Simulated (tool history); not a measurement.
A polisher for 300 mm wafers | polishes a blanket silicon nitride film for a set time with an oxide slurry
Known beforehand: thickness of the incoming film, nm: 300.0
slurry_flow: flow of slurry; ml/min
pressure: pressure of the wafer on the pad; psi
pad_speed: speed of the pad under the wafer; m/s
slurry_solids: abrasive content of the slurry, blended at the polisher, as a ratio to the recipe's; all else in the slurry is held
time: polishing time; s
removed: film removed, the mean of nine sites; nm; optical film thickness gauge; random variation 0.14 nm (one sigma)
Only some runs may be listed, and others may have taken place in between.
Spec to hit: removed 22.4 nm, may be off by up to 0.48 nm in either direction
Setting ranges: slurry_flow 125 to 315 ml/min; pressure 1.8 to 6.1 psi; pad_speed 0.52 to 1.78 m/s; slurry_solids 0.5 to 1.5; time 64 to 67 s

run	hour	slurry_flow	pressure	pad_speed	slurry_solids	time	removed
1	0	205	3.9	1.14	1	64	48.616
2	8.6	205	3.9	1.14	0.8	64	41.65
3	12	205	3.9	1.14	0.8	64	40.821
4	14.6	200	3.5	1.12	0.8	64	36.277
5	21.3	200	3.5	0.94	0.8	64	32.435
6	25.1	200	3.5	0.7	0.8	64	25.896
7	33.5	195	3.4	0.7	0.8	64	25.256
8	42.5	190	3.3	0.7	0.8	64	24.31

Exactly one of the 5 candidate moves below puts every result within its allowed miss. Which one?
A	51.5	135	3.5	0.82	0.65	66	?
B	51.5	185	3.1	0.72	0.8	64	?
C	51.5	215	3.3	0.8	0.65	67	?
D	51.5	205	3	0.56	1	64	?
E	51.5	190	3	0.72	0.8	66	?

move	removed
A	23.296
B	23.304
C	23.611
D	22.473
E	23.374
A: gains on the last run, yet a result remains outside its allowed miss
B: gains on the last run, yet a result remains outside its allowed miss
C: gains on the last run, yet a result remains outside its allowed miss
D: every result lands within tolerance
E: gains on the last run, yet a result remains outside its allowed miss
Answer: D

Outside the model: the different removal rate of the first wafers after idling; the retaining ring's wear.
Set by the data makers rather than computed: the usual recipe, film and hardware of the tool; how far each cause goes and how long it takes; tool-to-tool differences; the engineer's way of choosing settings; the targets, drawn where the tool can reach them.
